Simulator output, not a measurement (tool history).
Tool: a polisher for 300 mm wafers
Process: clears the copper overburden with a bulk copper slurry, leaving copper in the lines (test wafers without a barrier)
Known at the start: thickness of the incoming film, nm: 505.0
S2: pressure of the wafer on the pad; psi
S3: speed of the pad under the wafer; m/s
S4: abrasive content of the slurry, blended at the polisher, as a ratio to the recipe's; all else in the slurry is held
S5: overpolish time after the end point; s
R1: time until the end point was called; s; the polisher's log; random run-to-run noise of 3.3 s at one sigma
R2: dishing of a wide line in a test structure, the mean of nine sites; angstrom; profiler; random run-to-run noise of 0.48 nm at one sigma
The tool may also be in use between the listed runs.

run 1 hour=0.0 | flow_of_slurry_(ml/min)=305 S2=2.0 S3=1.06 S4=1.0 S5=12 | R1=71.007 R2=499.24
run 2 hour=4.9 | flow_of_slurry_(ml/min)=305 S2=1.8 S3=1.06 S4=1.0 S5=12 | R1=79.607 R2=458.07
run 3 hour=9.6 | flow_of_slurry_(ml/min)=305 S2=1.8 S3=1.06 S4=0.9 S5=12 | R1=82.486 R2=443.40
run 4 hour=16.7 | flow_of_slurry_(ml/min)=305 S2=2.0 S3=1.06 S4=0.9 S5=12 | R1=73.854 R2=486.88
run 5 hour=22.1 | flow_of_slurry_(ml/min)=380 S2=2.0 S3=1.06 S4=0.9 S5=12 | R1=72.852 R2=485.31
run 6 hour=27.2 | flow_of_slurry_(ml/min)=380 S2=1.7 S3=0.96 S4=0.9 S5=14 | R1=93.616 R2=439.30
run 7 hour=29.0 | flow_of_slurry_(ml/min)=380 S2=1.5 S3=0.88 S4=0.9 S5=16 | R1=113.640 R2=424.98

For run 8, what comes out?
run 8 hour=31.3 | flow_of_slurry_(ml/min)=380 S2=1.3 S3=0.84 S4=0.9 S5=17 | R1=? R2=?

{"run 8": {"R1": 136.3, "R2": 390.71}}
